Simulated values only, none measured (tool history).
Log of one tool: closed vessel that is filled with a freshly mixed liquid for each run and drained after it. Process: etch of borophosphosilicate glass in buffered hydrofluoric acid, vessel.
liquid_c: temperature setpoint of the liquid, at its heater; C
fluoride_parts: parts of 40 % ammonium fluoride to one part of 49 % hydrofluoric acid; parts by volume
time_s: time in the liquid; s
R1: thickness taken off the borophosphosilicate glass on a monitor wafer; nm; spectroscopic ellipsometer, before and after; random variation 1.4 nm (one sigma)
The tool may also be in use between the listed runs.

Run 1, hour 0.0: liquid_c 25.0 C, fluoride_parts 10.5 parts by volume, time_s 90 s. Result: R1 119.31 nm.
Run 2, hour 5.5: liquid_c 25.0 C, fluoride_parts 10.5 parts by volume, time_s 100 s. Result: R1 134.98 nm.
Run 3, hour 9.2: liquid_c 25.0 C, fluoride_parts 10.5 parts by volume, time_s 100 s. Result: R1 133.51 nm.
Run 4, hour 13.6: liquid_c 25.5 C, fluoride_parts 10.5 parts by volume, time_s 100 s. Result: R1 136.51 nm.
Run 5, hour 18.6: liquid_c 25.5 C, fluoride_parts 12.5 parts by volume, time_s 100 s. Result: R1 114.91 nm.
Run 6, hour 27.1: liquid_c 25.5 C, fluoride_parts 12.5 parts by volume, time_s 100 s. Result: R1 115.46 nm.
Run 7, hour 29.3: liquid_c 26.5 C, fluoride_parts 12.5 parts by volume, time_s 100 s. Result: R1 121.70 nm.
Run 8, hour 32.4: liquid_c 27.5 C, fluoride_parts 12.5 parts by volume, time_s 100 s. Result: R1 130.17 nm.
Run 9, hour 34.1: liquid_c 28.0 C, fluoride_parts 12.5 parts by volume, time_s 100 s. Result: R1 130.18 nm.
Run 10, hour 35.5: liquid_c 28.5 C, fluoride_parts 12.5 parts by volume, time_s 100 s. Result: R1 131.91 nm.
Run 11, hour 41.8: liquid_c 28.5 C, fluoride_parts 12.5 parts by volume, time_s 100 s. Result: R1 134.68 nm.

The next listed run, before its measurement:
Run 12, hour 43.4: liquid_c 29.0 C, fluoride_parts 12.5 parts by volume, time_s 100 s. Result: R1 ?.

{"run 12": {"R1": 138.46}}

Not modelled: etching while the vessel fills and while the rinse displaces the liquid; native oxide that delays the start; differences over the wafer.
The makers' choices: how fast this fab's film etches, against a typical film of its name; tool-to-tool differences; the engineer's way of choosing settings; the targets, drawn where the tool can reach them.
